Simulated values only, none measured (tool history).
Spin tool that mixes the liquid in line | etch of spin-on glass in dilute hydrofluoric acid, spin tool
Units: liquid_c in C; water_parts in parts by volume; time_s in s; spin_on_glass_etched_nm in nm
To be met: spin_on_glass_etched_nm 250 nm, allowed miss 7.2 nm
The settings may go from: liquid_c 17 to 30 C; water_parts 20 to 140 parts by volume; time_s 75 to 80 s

Run 1, hour 0: liquid_c 22 C, water_parts 75 parts by volume, time_s 75 s. Result: spin_on_glass_etched_nm 73.7 nm.
Run 2, hour 8.7: liquid_c 23.5 C, water_parts 75 parts by volume, time_s 75 s. Result: spin_on_glass_etched_nm 77.711 nm.
Run 3, hour 11.9: liquid_c 23.5 C, water_parts 55 parts by volume, time_s 75 s. Result: spin_on_glass_etched_nm 108.93 nm.
Run 4, hour 19.9: liquid_c 21 C, water_parts 55 parts by volume, time_s 75 s. Result: spin_on_glass_etched_nm 98.448 nm.
Run 5, hour 24.1: liquid_c 24 C, water_parts 55 parts by volume, time_s 75 s. Result: spin_on_glass_etched_nm 111.4 nm.
Run 6, hour 28.7: liquid_c 24 C, water_parts 55 parts by volume, time_s 80 s. Result: spin_on_glass_etched_nm 117.33 nm.
Run 7, hour 29.7: liquid_c 26 C, water_parts 45 parts by volume, time_s 80 s. Result: spin_on_glass_etched_nm 159.3 nm.
Run 8, hour 35.9: liquid_c 27.5 C, water_parts 40 parts by volume, time_s 80 s. Result: spin_on_glass_etched_nm 194.8 nm.
Run 9, hour 40.6: liquid_c 27.5 C, water_parts 40 parts by volume, time_s 80 s. Result: spin_on_glass_etched_nm 193.72 nm.
Run 10, hour 47.4: liquid_c 28.5 C, water_parts 40 parts by volume, time_s 80 s. Result: spin_on_glass_etched_nm 201.36 nm.
Run 11, hour 51.6: liquid_c 29 C, water_parts 35 parts by volume, time_s 80 s. Result: spin_on_glass_etched_nm 236.68 nm.
Run 12, hour 54.9: liquid_c 29.5 C, water_parts 35 parts by volume, time_s 80 s. Result: spin_on_glass_etched_nm 242.44 nm.

4 next moves are on the table. One of them brings every result within its allowed miss. Which?
Run A, hour 58.2: liquid_c 28 C, water_parts 30 parts by volume, time_s 75 s. Result: spin_on_glass_etched_nm ?.
Run B, hour 58.2: liquid_c 29.5 C, water_parts 35 parts by volume, time_s 75 s. Result: spin_on_glass_etched_nm ?.
Run C, hour 58.2: liquid_c 28 C, water_parts 30 parts by volume, time_s 80 s. Result: spin_on_glass_etched_nm ?.
Run D, hour 58.2: liquid_c 29 C, water_parts 35 parts by volume, time_s 80 s. Result: spin_on_glass_etched_nm ?.

move  spin_on_glass_etched_nm
   A                   249.22
   B                   224.87
   C                   265.83
   D                   235.19
A: meets every target
B: further off than the last run
C: takes the result that was furthest off past its target
D: further off than the last run
The right move is A.
